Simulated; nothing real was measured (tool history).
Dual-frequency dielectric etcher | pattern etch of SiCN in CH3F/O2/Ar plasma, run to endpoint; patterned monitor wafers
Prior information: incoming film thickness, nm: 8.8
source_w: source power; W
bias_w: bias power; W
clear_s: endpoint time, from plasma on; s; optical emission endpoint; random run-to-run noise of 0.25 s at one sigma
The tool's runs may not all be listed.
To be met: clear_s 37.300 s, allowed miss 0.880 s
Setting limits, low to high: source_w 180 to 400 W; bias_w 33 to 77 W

run,hour,source_w,bias_w,clear_s
1,0.0,290,55,31.354
2,4.4,270,53,32.556
3,11.9,320,53,30.838
4,19.2,370,53,29.336
5,25.6,390,53,28.933
6,30.4,390,57,28.419
7,33.3,350,52,30.143
8,34.0,320,48,31.516
9,35.8,300,45,33.222
10,38.0,300,45,33.184

4 candidate next runs follow, results not yet known. Just one meets every target within its allowed miss. Identify it.
A,40.2,220,36,?
B,40.2,260,42,?
C,40.2,280,40,?
D,40.2,260,34,?

move,clear_s
A,39.496
B,35.667
C,35.287
D,37.938
A: pushes the last run's worst result past its target
B: gains on the last run, yet a result remains outside its allowed miss
C: gains on the last run, yet a result remains outside its allowed miss
D: each result inside its tolerance
Go with D: it meets all targets.
